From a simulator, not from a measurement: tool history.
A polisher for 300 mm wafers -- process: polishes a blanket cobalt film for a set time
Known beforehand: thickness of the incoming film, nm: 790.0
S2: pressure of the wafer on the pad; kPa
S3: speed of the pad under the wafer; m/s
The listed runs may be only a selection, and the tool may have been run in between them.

{"run": 1, "day": 0.0, "flow of slurry (ml/min)": 200, "S2": 11.7, "S3": 1.24, "polishing time (s)": 39, "film removed (angstrom)": 1908.1}
{"run": 2, "day": 0.204, "flow of slurry (ml/min)": 170, "S2": 11.7, "S3": 1.24, "polishing time (s)": 39, "film removed (angstrom)": 1870.9}
{"run": 3, "day": 0.408, "flow of slurry (ml/min)": 170, "S2": 11.7, "S3": 1.5, "polishing time (s)": 39, "film removed (angstrom)": 2247.3}
{"run": 4, "day": 0.75, "flow of slurry (ml/min)": 215, "S2": 11.7, "S3": 1.5, "polishing time (s)": 39, "film removed (angstrom)": 2308.3}
{"run": 5, "day": 1.025, "flow of slurry (ml/min)": 250, "S2": 11.7, "S3": 1.5, "polishing time (s)": 39, "film removed (angstrom)": 2371.3}
{"run": 6, "day": 1.358, "flow of slurry (ml/min)": 250, "S2": 11.7, "S3": 1.36, "polishing time (s)": 39, "film removed (angstrom)": 2170.9}
{"run": 7, "day": 1.529, "flow of slurry (ml/min)": 235, "S2": 11.0, "S3": 1.36, "polishing time (s)": 39, "film removed (angstrom)": 2051.0}
{"run": 8, "day": 1.875, "flow of slurry (ml/min)": 220, "S2": 10.3, "S3": 1.36, "polishing time (s)": 39, "film removed (angstrom)": 1950.3}
{"run": 9, "day": 1.967, "flow of slurry (ml/min)": 210, "S2": 10.3, "S3": 1.36, "polishing time (s)": 39, "film removed (angstrom)": 1937.0}
{"run": 10, "day": 2.104, "flow of slurry (ml/min)": 200, "S2": 10.3, "S3": 1.36, "polishing time (s)": 39, "film removed (angstrom)": 1909.7}

What will run 11 give?
{"run": 11, "day": 2.371, "flow of slurry (ml/min)": 195, "S2": 10.3, "S3": 1.36, "polishing time (s)": 39, "film removed (angstrom)": "?"}

{"run 11": {"film removed (angstrom)": 1928.0}}
